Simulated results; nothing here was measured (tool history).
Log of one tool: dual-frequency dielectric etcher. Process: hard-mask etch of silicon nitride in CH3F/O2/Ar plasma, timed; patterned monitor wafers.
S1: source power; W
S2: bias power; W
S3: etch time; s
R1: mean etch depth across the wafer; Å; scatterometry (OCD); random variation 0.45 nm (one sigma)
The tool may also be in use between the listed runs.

run,hour,S1,S2,S3,R1
1,0.0,540,87,105.5,877.28
2,9.0,540,87,96.5,785.47
3,14.2,540,77,96.5,765.98
4,21.2,520,76,96.5,742.40
5,29.3,520,76,96.5,742.45
6,31.0,580,76,96.5,785.84
7,32.5,560,75,96.5,770.25

The next listed run, before its measurement:
8,41.3,460,69,96.5,?

{"run 8": {"R1": 684.69}}
